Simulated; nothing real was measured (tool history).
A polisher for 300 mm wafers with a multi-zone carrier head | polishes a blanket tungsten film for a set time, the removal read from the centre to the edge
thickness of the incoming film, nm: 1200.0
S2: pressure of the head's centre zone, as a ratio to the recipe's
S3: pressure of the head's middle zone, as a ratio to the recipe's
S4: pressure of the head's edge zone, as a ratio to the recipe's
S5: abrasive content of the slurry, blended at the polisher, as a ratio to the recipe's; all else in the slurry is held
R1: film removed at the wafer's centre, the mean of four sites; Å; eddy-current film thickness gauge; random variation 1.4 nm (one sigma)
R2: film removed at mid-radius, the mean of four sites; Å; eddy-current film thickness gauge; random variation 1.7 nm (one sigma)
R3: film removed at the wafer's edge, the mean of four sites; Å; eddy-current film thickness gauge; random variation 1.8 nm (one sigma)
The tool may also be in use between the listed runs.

Run 1, hour 0: flow of slurry (ml/min) 125, S2 1, S3 1, S4 1, S5 1, polishing time (s) 46. Result: R1 2258.3 Å, R2 2327.1 Å, R3 2392.2 Å.
Run 2, hour 2.8: flow of slurry (ml/min) 135, S2 1, S3 1, S4 1, S5 1, polishing time (s) 46. Result: R1 2320.2 Å, R2 2338.5 Å, R3 2447.5 Å.
Run 3, hour 4.8: flow of slurry (ml/min) 130, S2 0.99, S3 1, S4 0.99, S5 0.95, polishing time (s) 45. Result: R1 2184.2 Å, R2 2277.3 Å, R3 2355.9 Å.
Run 4, hour 5.8: flow of slurry (ml/min) 130, S2 0.99, S3 1, S4 0.99, S5 0.95, polishing time (s) 53. Result: R1 2574.8 Å, R2 2659.4 Å, R3 2769.2 Å.
Run 5, hour 10.7: flow of slurry (ml/min) 130, S2 0.93, S3 1, S4 0.99, S5 0.95, polishing time (s) 53. Result: R1 2410.2 Å, R2 2668.1 Å, R3 2714.1 Å.
Run 6, hour 14.6: flow of slurry (ml/min) 130, S2 0.93, S3 1, S4 0.99, S5 0.95, polishing time (s) 49. Result: R1 2240 Å, R2 2454 Å, R3 2537.3 Å.
Run 7, hour 16.8: flow of slurry (ml/min) 125, S2 0.93, S3 1, S4 0.98, S5 0.9, polishing time (s) 48. Result: R1 2163.8 Å, R2 2343.9 Å, R3 2411.2 Å.
Run 8, hour 25.6: flow of slurry (ml/min) 120, S2 0.92, S3 1.01, S4 0.97, S5 0.85, polishing time (s) 47. Result: R1 2053.5 Å, R2 2294.4 Å, R3 2320.7 Å.
Run 9, hour 31.6: flow of slurry (ml/min) 95, S2 0.84, S3 1, S4 0.87, S5 0.6, polishing time (s) 35. Result: R1 1206.7 Å, R2 1490.2 Å, R3 1473.4 Å.
At hour 38.3: edge zone pressure recalibrated.
Run 10, hour 38.3: flow of slurry (ml/min) 130, S2 0.85, S3 1.03, S4 0.9, S5 0.6, polishing time (s) 35. Result: R1 1339.4 Å, R2 1623.5 Å, R3 1489 Å.
Run 11, hour 41.3: flow of slurry (ml/min) 130, S2 0.85, S3 1.03, S4 0.91, S5 0.6, polishing time (s) 35. Result: R1 1341.4 Å, R2 1611.9 Å, R3 1501.6 Å.

Forecast run 12:
Run 12, hour 50.3: flow of slurry (ml/min) 130, S2 0.85, S3 1.03, S4 0.92, S5 0.6, polishing time (s) 35. Result: R1 ?, R2 ?, R3 ?.

R1: 1348.9 Å
R2: 1642 Å
R3: 1495.5 Å
